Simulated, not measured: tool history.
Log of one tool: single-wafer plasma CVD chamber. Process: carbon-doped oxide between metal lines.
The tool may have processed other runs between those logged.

run	hour	heater temperature setpoint (deg C)	chamber pressure (Torr)	RF power (W)	deposition time (s)	mean film thickness on the monitor wafer (nm)
1	0.0	340	5.99	440	20.3	97.878
2	5.6	335	6.30	445	20.3	102.200
3	11.0	335	6.30	445	20.3	101.850
4	14.0	335	7.28	445	20.3	101.980
5	20.8	335	6.59	445	20.3	102.040
6	26.0	335	6.59	445	19.3	96.553
7	29.8	330	6.65	450	19.3	99.310

Run 8 has not been measured yet. What should we expect?
8	37.5	327	6.74	460	19.3	?

mean film thickness on the monitor wafer (nm): 102.350

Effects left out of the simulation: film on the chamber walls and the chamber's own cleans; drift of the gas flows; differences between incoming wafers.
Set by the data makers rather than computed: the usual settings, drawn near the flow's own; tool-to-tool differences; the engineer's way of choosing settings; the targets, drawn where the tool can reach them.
